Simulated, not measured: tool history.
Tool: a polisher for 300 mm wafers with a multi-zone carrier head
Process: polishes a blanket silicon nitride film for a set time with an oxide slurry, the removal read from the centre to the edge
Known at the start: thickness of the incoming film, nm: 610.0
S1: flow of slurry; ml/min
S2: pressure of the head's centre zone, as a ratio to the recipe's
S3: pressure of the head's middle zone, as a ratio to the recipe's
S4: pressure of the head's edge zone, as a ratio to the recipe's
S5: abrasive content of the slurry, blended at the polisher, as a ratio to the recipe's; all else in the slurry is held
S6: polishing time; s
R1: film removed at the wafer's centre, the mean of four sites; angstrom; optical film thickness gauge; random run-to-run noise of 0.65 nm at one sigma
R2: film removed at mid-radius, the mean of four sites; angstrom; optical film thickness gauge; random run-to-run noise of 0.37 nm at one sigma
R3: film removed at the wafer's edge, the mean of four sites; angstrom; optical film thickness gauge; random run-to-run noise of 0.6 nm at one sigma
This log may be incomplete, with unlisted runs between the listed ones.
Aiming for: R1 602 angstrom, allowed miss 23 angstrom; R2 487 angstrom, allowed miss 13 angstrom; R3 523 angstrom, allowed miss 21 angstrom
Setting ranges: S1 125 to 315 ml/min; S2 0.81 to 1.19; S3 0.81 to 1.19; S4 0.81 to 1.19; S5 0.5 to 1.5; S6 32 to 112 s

run,hour,S1,S2,S3,S4,S5,S6,R1,R2,R3
1,0,205,1,1,1,1,72,438.26,431.7,449.11
2,3.6,205,1,1,1,1,57,344.16,340.35,352.54
3,7.5,215,1.03,1,1.02,1.1,58,376.45,359.69,376.5
4,14.2,220,1.06,1,1.03,1.15,60,410.15,378.47,403.32
5,22.2,220,1.06,1,1.1,1.15,60,410.47,376.44,425.07
# hour 26.2: edge zone pressure recalibrated
6,26.2,220,1.06,1,1.1,1.15,76,516.66,477.21,523.29
7,30.6,220,1.06,1,1.1,1.15,76,524.17,475.68,508.42
8,33.8,225,1.08,1,1.1,1.15,76,536.18,481.25,507.51
9,41.8,225,1.08,1,1.1,1.15,76,528.18,475.47,504.63
10,46.7,230,1.1,1,1.11,1.15,76,537.61,476.6,515.1

Consider the 4 candidate settings below. Which is the only one whose results all fall within their allowed miss of target?
A,51.6,270,1.16,0.96,1.06,1.25,77,?,?,?
B,51.6,205,1.07,1.06,1.16,0.8,84,?,?,?
C,51.6,285,0.9,1.01,1.14,1.25,72,?,?,?
D,51.6,265,1.19,0.87,0.99,1.15,85,?,?,?

move,R1,R2,R3
A,610.14,483.51,519.12
B,506.81,474.71,492.66
C,444.05,474.48,504.89
D,669.43,476.73,538.15
A: in spec on every target
B: moves away from the targets compared with the last run
C: moves away from the targets compared with the last run
D: pushes the last run's worst result past its target
The move that meets every target is A.
